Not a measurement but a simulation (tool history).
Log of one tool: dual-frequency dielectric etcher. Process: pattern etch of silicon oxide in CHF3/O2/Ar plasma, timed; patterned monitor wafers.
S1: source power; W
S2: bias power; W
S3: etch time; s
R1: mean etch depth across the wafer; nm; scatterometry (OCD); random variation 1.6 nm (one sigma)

run    day   S1   S2     S3      R1
  1  0.000  660  228  377.0  835.65
  2  0.308  660  255  377.0  866.49
  3  0.392  630  253  377.0  848.99
  4  0.588  630  278  377.0  877.89
  5  0.646  600  275  376.5  857.18
  6  0.821  570  274  376.5  840.44
  7  0.942  550  273  376.5  826.40
  8  1.167  530  272  376.5  809.71

Forecast run 9:
  9  1.312  520  271  376.5   ?

Run 9 gave R1 805.07 nm.

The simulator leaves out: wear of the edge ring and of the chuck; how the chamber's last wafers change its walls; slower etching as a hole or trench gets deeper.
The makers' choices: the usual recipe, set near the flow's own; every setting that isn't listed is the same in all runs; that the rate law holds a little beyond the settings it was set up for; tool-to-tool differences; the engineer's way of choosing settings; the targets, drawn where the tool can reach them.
